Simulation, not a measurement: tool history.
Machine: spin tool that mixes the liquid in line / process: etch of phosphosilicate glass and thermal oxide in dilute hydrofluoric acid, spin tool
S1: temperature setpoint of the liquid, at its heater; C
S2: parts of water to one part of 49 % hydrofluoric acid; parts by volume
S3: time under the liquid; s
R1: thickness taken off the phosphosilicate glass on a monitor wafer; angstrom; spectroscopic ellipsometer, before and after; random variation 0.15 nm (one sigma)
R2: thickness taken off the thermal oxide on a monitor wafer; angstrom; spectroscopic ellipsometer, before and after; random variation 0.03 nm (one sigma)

run,hour,S1,S2,S3,R1,R2
1,0,22,165,30,318.4,7.1254
2,2.9,22,165,40,425.01,9.9104
3,3.5,22,165,50,535.07,12.319
4,11.1,20.5,165,50,503.32,11.129
5,19.3,20,180,50,444.19,10.182
6,25.4,20,125,50,676.01,15.906
7,31.5,19.5,150,50,541.13,12.473
8,37.8,19,170,50,461.32,9.2586
9,44.6,20,190,50,417.58,10.556
10,53.1,19.5,200,50,387.55,8.4199
11,56.5,19.5,210,50,364.67,8.6744
12,61.9,19,215,50,350.32,8.0986
13,69.9,18.5,220,50,334.17,8.1767

Run 14 comes next. What will it give?
14,72,18,225,50,?,?

R1: 314.88 angstrom
R2: 7.1801 angstrom
